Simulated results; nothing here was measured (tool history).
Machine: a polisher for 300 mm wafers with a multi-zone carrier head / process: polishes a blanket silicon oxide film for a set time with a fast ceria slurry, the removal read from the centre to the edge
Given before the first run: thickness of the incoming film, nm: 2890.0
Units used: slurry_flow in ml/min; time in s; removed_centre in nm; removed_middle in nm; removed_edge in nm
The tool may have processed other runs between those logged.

run	day	slurry_flow	centre_zone	middle_zone	edge_zone	time	removed_centre	removed_middle	removed_edge
1	0	150	1	1	1	70	1020.2	974.33	1006.2
2	0.188	155	1.03	0.97	1.05	75	1146.7	1026.5	1074.3
3	0.542	165	1.03	0.97	1.05	75	1150.6	1023.4	1096.5
4	0.917	165	0.95	0.97	1.05	75	1058.5	1046.1	1121.8
5	1.029	175	0.97	0.92	1.09	80	1162	1076.6	1191.6
6	1.342	175	0.97	0.92	1.06	80	1135.3	1069.6	1188.5
7	1.45	185	0.99	0.89	1.1	84	1244.4	1116.8	1310.5

For run 8, what comes out?
8	1.558	215	1.09	0.86	1.19	88	?	?	?

Run 8 gave removed_centre 1492.1 nm, removed_middle 1168.3 nm, removed_edge 1425 nm.
